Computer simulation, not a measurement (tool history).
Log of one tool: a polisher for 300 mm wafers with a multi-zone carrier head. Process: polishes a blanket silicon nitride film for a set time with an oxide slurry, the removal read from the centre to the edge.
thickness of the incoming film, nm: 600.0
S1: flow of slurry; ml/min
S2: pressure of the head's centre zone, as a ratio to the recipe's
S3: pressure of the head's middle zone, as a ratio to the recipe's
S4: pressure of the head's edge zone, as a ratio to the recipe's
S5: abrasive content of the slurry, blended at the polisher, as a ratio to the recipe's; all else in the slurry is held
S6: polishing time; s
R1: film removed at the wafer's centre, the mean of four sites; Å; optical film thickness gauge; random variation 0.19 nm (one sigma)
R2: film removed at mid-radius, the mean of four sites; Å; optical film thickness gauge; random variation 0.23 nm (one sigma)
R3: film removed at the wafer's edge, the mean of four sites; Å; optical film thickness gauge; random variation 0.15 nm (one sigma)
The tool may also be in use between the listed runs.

run 1 hour=0 | S1=315 S2=1 S3=1 S4=1 S5=1 S6=38 | R1=374.11 R2=386.16 R3=369.02
run 2 hour=5.8 | S1=300 S2=1.02 S3=0.94 S4=1.01 S5=0.85 S6=36 | R1=327.2 R2=312.88 R3=314.34
run 3 hour=8.5 | S1=300 S2=1.02 S3=0.94 S4=1.01 S5=0.85 S6=31 | R1=277.26 R2=268.72 R3=272.11
run 4 hour=13.1 | S1=340 S2=1.02 S3=0.94 S4=1.01 S5=0.85 S6=31 | R1=282.28 R2=267.07 R3=272.74
run 5 hour=15.9 | S1=385 S2=1.02 S3=0.94 S4=1.01 S5=0.85 S6=31 | R1=287.46 R2=274.87 R3=276.99
run 6 hour=24.3 | S1=385 S2=0.96 S3=0.94 S4=1.01 S5=0.85 S6=31 | R1=272.33 R2=266.06 R3=278.73

The next listed run, before its measurement:
run 7 hour=30.3 | S1=415 S2=0.98 S3=0.9 S4=1.02 S5=0.8 S6=31 | R1=? R2=? R3=?

Run 7 gave R1 268.34 Å, R2 249.85 Å, R3 269.63 Å.
